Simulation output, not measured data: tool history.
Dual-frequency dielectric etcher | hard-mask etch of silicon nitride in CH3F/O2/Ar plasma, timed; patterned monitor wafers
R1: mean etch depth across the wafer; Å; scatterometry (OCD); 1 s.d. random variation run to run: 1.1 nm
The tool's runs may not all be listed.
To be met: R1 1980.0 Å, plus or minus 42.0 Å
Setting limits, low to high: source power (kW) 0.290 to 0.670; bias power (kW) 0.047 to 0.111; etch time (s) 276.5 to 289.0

{"run": 1, "hour": 0.0, "source power (kW)": 0.48, "bias power (kW)": 0.079, "etch time (s)": 276.5, "R1": 2351.6}
{"run": 2, "hour": 7.4, "source power (kW)": 0.45, "bias power (kW)": 0.077, "etch time (s)": 276.5, "R1": 2264.2}
{"run": 3, "hour": 9.4, "source power (kW)": 0.43, "bias power (kW)": 0.076, "etch time (s)": 276.5, "R1": 2213.8}
{"run": 4, "hour": 12.8, "source power (kW)": 0.41, "bias power (kW)": 0.075, "etch time (s)": 276.5, "R1": 2137.2}
{"run": 5, "hour": 20.4, "source power (kW)": 0.41, "bias power (kW)": 0.075, "etch time (s)": 276.5, "R1": 2128.9}
{"run": 6, "hour": 21.6, "source power (kW)": 0.37, "bias power (kW)": 0.075, "etch time (s)": 276.5, "R1": 2077.7}
{"run": 7, "hour": 24.8, "source power (kW)": 0.3, "bias power (kW)": 0.072, "etch time (s)": 276.5, "R1": 1878.4}
{"run": 8, "hour": 27.4, "source power (kW)": 0.31, "bias power (kW)": 0.072, "etch time (s)": 276.5, "R1": 1889.2}
{"run": 9, "hour": 31.3, "source power (kW)": 0.37, "bias power (kW)": 0.074, "etch time (s)": 277.0, "R1": 2054.8}
{"run": 10, "hour": 39.8, "source power (kW)": 0.36, "bias power (kW)": 0.074, "etch time (s)": 277.0, "R1": 2059.4}

Which one of the following 4 next-run settings gets every result inside its allowed miss? There is exactly one.
{"run": "A", "hour": 48.3, "source power (kW)": 0.34, "bias power (kW)": 0.068, "etch time (s)": 289.0, "R1": "?"}
{"run": "B", "hour": 48.3, "source power (kW)": 0.38, "bias power (kW)": 0.071, "etch time (s)": 284.5, "R1": "?"}
{"run": "C", "hour": 48.3, "source power (kW)": 0.36, "bias power (kW)": 0.079, "etch time (s)": 276.5, "R1": "?"}
{"run": "D", "hour": 48.3, "source power (kW)": 0.38, "bias power (kW)": 0.072, "etch time (s)": 289.0, "R1": "?"}

move=A R1=1966.9
move=B R1=2069.1
move=C R1=2095.8
move=D R1=2118.9
A: every result within its allowed miss
B: lands further from the targets than the last run did
C: lands further from the targets than the last run did
D: lands further from the targets than the last run did
Go with A: it meets all targets.
